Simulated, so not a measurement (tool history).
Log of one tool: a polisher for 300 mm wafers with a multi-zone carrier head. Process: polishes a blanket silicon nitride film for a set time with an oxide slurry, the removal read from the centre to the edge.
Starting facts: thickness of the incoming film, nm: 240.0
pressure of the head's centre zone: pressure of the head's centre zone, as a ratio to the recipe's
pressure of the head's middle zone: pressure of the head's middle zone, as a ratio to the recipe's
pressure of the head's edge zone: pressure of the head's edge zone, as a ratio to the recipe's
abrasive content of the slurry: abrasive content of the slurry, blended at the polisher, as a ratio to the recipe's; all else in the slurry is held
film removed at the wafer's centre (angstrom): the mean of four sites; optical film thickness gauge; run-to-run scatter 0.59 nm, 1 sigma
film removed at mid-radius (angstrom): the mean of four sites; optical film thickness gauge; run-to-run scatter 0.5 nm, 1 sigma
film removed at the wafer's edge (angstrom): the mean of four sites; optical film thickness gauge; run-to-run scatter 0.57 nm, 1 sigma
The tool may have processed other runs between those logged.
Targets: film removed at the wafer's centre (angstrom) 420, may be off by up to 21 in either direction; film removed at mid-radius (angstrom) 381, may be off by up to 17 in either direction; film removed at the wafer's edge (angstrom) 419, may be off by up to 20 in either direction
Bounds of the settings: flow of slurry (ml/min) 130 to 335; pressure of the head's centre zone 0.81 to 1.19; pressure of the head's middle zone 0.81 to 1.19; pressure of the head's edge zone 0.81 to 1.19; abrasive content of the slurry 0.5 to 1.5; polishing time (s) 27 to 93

| run | hour | flow of slurry (ml/min) | pressure of the head's centre zone | pressure of the head's middle zone | pressure of the head's edge zone | abrasive content of the slurry | polishing time (s) | film removed at the wafer's centre (angstrom) | film removed at mid-radius (angstrom) | film removed at the wafer's edge (angstrom) |
|---|---|---|---|---|---|---|---|---|---|---|
| 1 | 0 | 215 | 1 | 1 | 1 | 1 | 59 | 542.67 | 544.01 | 540.7 |
| 2 | 3.7 | 210 | 0.99 | 0.96 | 0.99 | 0.85 | 58 | 503.96 | 497.99 | 490.19 |
| 3 | 4.8 | 210 | 0.99 | 0.89 | 0.99 | 0.85 | 58 | 508.43 | 448.2 | 496.63 |
| 4 | 7.4 | 210 | 0.99 | 0.82 | 0.99 | 0.85 | 58 | 497.53 | 430.5 | 503.79 |
| 5 | 9.1 | 205 | 0.98 | 0.82 | 0.97 | 0.75 | 58 | 461.84 | 406.96 | 477.33 |
| 6 | 14.2 | 205 | 0.98 | 0.82 | 0.92 | 0.75 | 58 | 470.6 | 406.34 | 480.27 |
| 7 | 18.5 | 205 | 0.98 | 0.84 | 0.92 | 0.7 | 58 | 457.98 | 395.44 | 449.14 |
| 8 | 19 | 200 | 0.97 | 0.85 | 0.92 | 0.7 | 58 | 438.77 | 409 | 456.38 |
| 9 | 27.8 | 200 | 0.98 | 0.85 | 0.92 | 0.65 | 58 | 435.12 | 394.3 | 441.05 |
| 10 | 34.3 | 200 | 0.98 | 0.85 | 0.92 | 0.65 | 58 | 446.02 | 404.56 | 444.17 |
| 11 | 36 | 185 | 0.96 | 0.82 | 0.87 | 0.55 | 58 | 419.43 | 356.35 | 407.07 |

4 candidate next runs follow, results not yet known. Just one meets every target within its allowed miss. Identify it.
| A | 37.7 | 175 | 1.02 | 0.93 | 0.84 | 0.5 | 62 | ? | ? | ? |
| B | 37.7 | 130 | 1.08 | 0.99 | 0.83 | 0.5 | 61 | ? | ? | ? |
| C | 37.7 | 165 | 1.01 | 0.87 | 0.96 | 0.5 | 61 | ? | ? | ? |
| D | 37.7 | 210 | 0.87 | 0.89 | 0.91 | 0.75 | 55 | ? | ? | ? |

| move | film removed at the wafer's centre (angstrom) | film removed at mid-radius (angstrom) | film removed at the wafer's edge (angstrom) |
|---|---|---|---|
| A | 440.82 | 409.98 | 413.43 |
| B | 425.65 | 397 | 385.12 |
| C | 423.72 | 377.22 | 429.17 |
| D | 393.59 | 413.22 | 444.44 |
A: moves the result that the last run missed by most past its target, out the other side
B: gets the furthest-off result to its target, but another result is out of tolerance
C: meets every target
D: moves the result that the last run missed by most past its target, out the other side
So the answer is move C, the one that meets all the targets.
